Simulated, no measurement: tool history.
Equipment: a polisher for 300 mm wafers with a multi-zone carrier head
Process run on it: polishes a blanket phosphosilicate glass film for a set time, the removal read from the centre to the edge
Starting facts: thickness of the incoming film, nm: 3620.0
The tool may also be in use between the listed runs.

| run | hour | flow of slurry (ml/min) | pressure of the head's centre zone | pressure of the head's middle zone | pressure of the head's edge zone | abrasive content of the slurry | polishing time (s) | film removed at the wafer's centre (angstrom) | film removed at mid-radius (angstrom) | film removed at the wafer's edge (angstrom) |
|---|---|---|---|---|---|---|---|---|---|---|
| 1 | 0 | 255 | 1 | 1 | 1 | 1 | 85 | 4577.9 | 4858.9 | 4719.7 |
| 2 | 8.7 | 255 | 1 | 0.96 | 1 | 1 | 85 | 4593.8 | 4564.3 | 4714.5 |
| 3 | 13.8 | 255 | 1 | 0.96 | 1 | 1 | 74 | 4014.9 | 4000 | 4061.6 |
| 4 | 14.8 | 260 | 1.01 | 0.97 | 0.97 | 0.9 | 71 | 3823.1 | 3792.6 | 3753.5 |
| 5 | 23.5 | 260 | 1.01 | 0.97 | 0.95 | 0.8 | 68 | 3384.4 | 3413 | 3376.7 |
| 6 | 31.2 | 260 | 1.07 | 0.97 | 0.95 | 0.8 | 68 | 3682.5 | 3496.6 | 3434.7 |

Expected results for the next run?
| 7 | 38.3 | 265 | 1.07 | 0.98 | 0.93 | 0.75 | 66 | ? | ? | ? |

{"run 7": {"film removed at the wafer's centre (angstrom)": 3482.8, "film removed at mid-radius (angstrom)": 3292.3, "film removed at the wafer's edge (angstrom)": 3200.5}}
